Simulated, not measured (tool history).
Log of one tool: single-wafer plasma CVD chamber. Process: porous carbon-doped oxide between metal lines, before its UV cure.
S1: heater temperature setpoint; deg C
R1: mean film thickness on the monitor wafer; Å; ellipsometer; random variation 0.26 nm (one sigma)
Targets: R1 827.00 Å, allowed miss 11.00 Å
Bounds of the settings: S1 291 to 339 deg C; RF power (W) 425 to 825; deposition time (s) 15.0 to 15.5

run 1 hour=0.0 | S1=315 RF_power_(W)=625 deposition_time_(s)=15.0 | R1=939.50
run 2 hour=3.8 | S1=315 RF_power_(W)=555 deposition_time_(s)=15.0 | R1=847.45
run 3 hour=12.0 | S1=315 RF_power_(W)=630 deposition_time_(s)=15.0 | R1=946.99
run 4 hour=15.1 | S1=309 RF_power_(W)=630 deposition_time_(s)=15.0 | R1=979.97
run 5 hour=23.7 | S1=309 RF_power_(W)=630 deposition_time_(s)=15.0 | R1=987.82
run 6 hour=29.4 | S1=304 RF_power_(W)=630 deposition_time_(s)=15.0 | R1=1011.10
run 7 hour=32.0 | S1=304 RF_power_(W)=630 deposition_time_(s)=15.0 | R1=1013.90
run 8 hour=35.6 | S1=309 RF_power_(W)=630 deposition_time_(s)=15.0 | R1=985.10
run 9 hour=42.9 | S1=313 RF_power_(W)=630 deposition_time_(s)=15.0 | R1=964.47
run 10 hour=46.1 | S1=325 RF_power_(W)=590 deposition_time_(s)=15.0 | R1=847.87
run 11 hour=54.6 | S1=326 RF_power_(W)=590 deposition_time_(s)=15.0 | R1=848.32
run 12 hour=55.7 | S1=327 RF_power_(W)=590 deposition_time_(s)=15.0 | R1=838.45

Which of these 5 next moves meets every target?
run A hour=56.8 | S1=329 RF_power_(W)=605 deposition_time_(s)=15.0 | R1=?
run B hour=56.8 | S1=320 RF_power_(W)=565 deposition_time_(s)=15.2 | R1=?
run C hour=56.8 | S1=321 RF_power_(W)=570 deposition_time_(s)=15.4 | R1=?
run D hour=56.8 | S1=322 RF_power_(W)=580 deposition_time_(s)=15.0 | R1=?
run E hour=56.8 | S1=328 RF_power_(W)=575 deposition_time_(s)=15.2 | R1=?

move=A R1=845.87
move=B R1=845.84
move=C R1=858.78
move=D R1=845.78
move=E R1=823.15
A: further off than the last run
B: further off than the last run
C: further off than the last run
D: further off than the last run
E: meets every target
The right move is E.
